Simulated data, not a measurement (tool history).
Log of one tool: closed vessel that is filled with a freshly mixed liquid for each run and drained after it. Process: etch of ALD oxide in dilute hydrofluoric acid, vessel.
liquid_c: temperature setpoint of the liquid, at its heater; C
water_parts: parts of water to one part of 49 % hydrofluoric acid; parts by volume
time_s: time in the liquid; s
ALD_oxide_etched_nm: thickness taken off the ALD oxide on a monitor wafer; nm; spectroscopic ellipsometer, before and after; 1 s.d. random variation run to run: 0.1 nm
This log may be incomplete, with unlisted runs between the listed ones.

run	hour	liquid_c	water_parts	time_s	ALD_oxide_etched_nm
1	0	22	240	555	18.053
2	3.2	22	240	590	19.336
3	10.4	21.5	250	590	17.715
4	11.9	21	255	590	17.366
5	13.6	21	255	590	17.135
6	17.6	20.5	260	590	16.467
7	26.3	20	265	590	15.67
8	35.7	19.5	270	590	15.119
9	39.5	19	275	590	14.46
10	43.4	19	280	590	14.246
11	51.5	19	285	590	13.741
12	57.5	19	290	590	13.492

For run 13, what comes out?
13	62.9	19	295	590	?

ALD_oxide_etched_nm: 13.437 nm
